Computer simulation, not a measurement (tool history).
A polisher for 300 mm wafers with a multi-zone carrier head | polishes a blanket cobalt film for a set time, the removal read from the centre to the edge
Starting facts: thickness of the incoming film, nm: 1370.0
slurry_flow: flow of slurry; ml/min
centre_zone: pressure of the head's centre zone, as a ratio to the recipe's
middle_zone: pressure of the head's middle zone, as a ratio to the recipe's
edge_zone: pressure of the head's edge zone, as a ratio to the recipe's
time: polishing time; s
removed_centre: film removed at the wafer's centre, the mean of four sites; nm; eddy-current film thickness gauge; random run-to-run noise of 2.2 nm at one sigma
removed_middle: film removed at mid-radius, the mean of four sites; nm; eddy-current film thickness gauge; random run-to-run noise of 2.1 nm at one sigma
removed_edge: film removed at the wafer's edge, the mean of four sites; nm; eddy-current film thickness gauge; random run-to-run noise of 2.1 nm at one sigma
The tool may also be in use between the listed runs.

{"run": 1, "hour": 0.0, "slurry_flow": 265, "centre_zone": 1, "middle_zone": 1, "edge_zone": 1, "time": 52, "removed_centre": 258.81, "removed_middle": 264.22, "removed_edge": 260.02}
{"run": 2, "hour": 5.1, "slurry_flow": 265, "centre_zone": 1, "middle_zone": 0.99, "edge_zone": 0.99, "time": 49, "removed_centre": 235.37, "removed_middle": 253.35, "removed_edge": 248.26}
{"run": 3, "hour": 12.9, "slurry_flow": 265, "centre_zone": 1, "middle_zone": 0.99, "edge_zone": 0.99, "time": 62, "removed_centre": 302.57, "removed_middle": 314.36, "removed_edge": 313.83}
{"run": 4, "hour": 15.8, "slurry_flow": 265, "centre_zone": 1, "middle_zone": 0.99, "edge_zone": 0.99, "time": 71, "removed_centre": 345.5, "removed_middle": 355.37, "removed_edge": 349.63}
{"run": 5, "hour": 22.0, "slurry_flow": 265, "centre_zone": 1, "middle_zone": 0.99, "edge_zone": 0.93, "time": 71, "removed_centre": 354.13, "removed_middle": 355.94, "removed_edge": 354.7}
{"run": 6, "hour": 29.0, "slurry_flow": 265, "centre_zone": 1, "middle_zone": 0.99, "edge_zone": 0.97, "time": 71, "removed_centre": 344.19, "removed_middle": 356.29, "removed_edge": 347.63}
{"run": 7, "hour": 35.2, "slurry_flow": 250, "centre_zone": 1, "middle_zone": 0.98, "edge_zone": 0.96, "time": 65, "removed_centre": 316.39, "removed_middle": 324.14, "removed_edge": 317.81}
{"run": 8, "hour": 44.2, "slurry_flow": 245, "centre_zone": 1, "middle_zone": 0.96, "edge_zone": 0.96, "time": 60, "removed_centre": 303.05, "removed_middle": 292.83, "removed_edge": 291.37}
{"run": 9, "hour": 51.7, "slurry_flow": 215, "centre_zone": 0.9, "middle_zone": 0.91, "edge_zone": 1.01, "time": 46, "removed_centre": 193.89, "removed_middle": 212.53, "removed_edge": 222.52}
{"run": 10, "hour": 58.4, "slurry_flow": 210, "centre_zone": 0.91, "middle_zone": 0.9, "edge_zone": 1, "time": 44, "removed_centre": 186.38, "removed_middle": 204.12, "removed_edge": 220.49}
{"run": 11, "hour": 65.7, "slurry_flow": 285, "centre_zone": 1.01, "middle_zone": 0.98, "edge_zone": 0.94, "time": 30, "removed_centre": 150.75, "removed_middle": 152.5, "removed_edge": 150.07}
{"run": 12, "hour": 73.0, "slurry_flow": 285, "centre_zone": 1.01, "middle_zone": 0.97, "edge_zone": 0.95, "time": 30, "removed_centre": 150.26, "removed_middle": 148.07, "removed_edge": 147.14}

Run 13 is up next; what results do you expect?
{"run": 13, "hour": 81.5, "slurry_flow": 285, "centre_zone": 1.01, "middle_zone": 0.97, "edge_zone": 0.96, "time": 30, "removed_centre": "?", "removed_middle": "?", "removed_edge": "?"}

removed_centre: 150.83 nm
removed_middle: 147.03 nm
removed_edge: 150.72 nm

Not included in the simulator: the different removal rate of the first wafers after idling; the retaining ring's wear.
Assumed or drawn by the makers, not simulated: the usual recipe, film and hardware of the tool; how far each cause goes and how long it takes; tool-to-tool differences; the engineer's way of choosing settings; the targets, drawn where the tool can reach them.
